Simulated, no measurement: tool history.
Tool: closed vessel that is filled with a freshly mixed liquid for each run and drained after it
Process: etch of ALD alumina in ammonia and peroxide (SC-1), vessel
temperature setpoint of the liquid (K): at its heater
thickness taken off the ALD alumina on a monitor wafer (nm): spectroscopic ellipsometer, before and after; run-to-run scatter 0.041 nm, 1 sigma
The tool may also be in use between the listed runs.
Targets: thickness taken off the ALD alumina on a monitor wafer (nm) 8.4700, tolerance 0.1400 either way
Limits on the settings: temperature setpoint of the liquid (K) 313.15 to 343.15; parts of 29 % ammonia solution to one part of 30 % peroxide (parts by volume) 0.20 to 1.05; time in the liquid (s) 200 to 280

run,hour,temperature setpoint of the liquid (K),parts of 29 % ammonia solution to one part of 30 % peroxide (parts by volume),time in the liquid (s),thickness taken off the ALD alumina on a monitor wafer (nm)
1,0.0,329.15,0.55,280,16.9730
2,5.8,332.15,0.55,280,20.0120
3,10.1,326.65,0.55,280,14.9540
4,11.8,320.15,0.55,280,10.4070
5,13.7,319.65,0.55,280,10.2400
6,19.6,319.15,0.55,280,9.8818
7,22.0,318.65,0.55,280,9.6345
8,26.3,318.15,0.55,280,9.2970
9,32.8,317.15,0.55,280,8.8236

Exercise: of the 5 proposed moves below, exactly one satisfies all targets within the stated allowed misses. Which move is it?
A,39.3,318.15,0.65,275,?
B,39.3,318.15,0.50,280,?
C,39.3,317.65,0.70,280,?
D,39.3,317.65,0.70,275,?
E,39.3,317.15,0.50,270,?

move,thickness taken off the ALD alumina on a monitor wafer (nm)
A,9.2489
B,9.1850
C,9.2171
D,9.0525
E,8.3650
A: misses by more than the last run did
B: misses by more than the last run did
C: misses by more than the last run did
D: misses by more than the last run did
E: every result lands within tolerance
So the answer is move E, the one that meets all the targets.
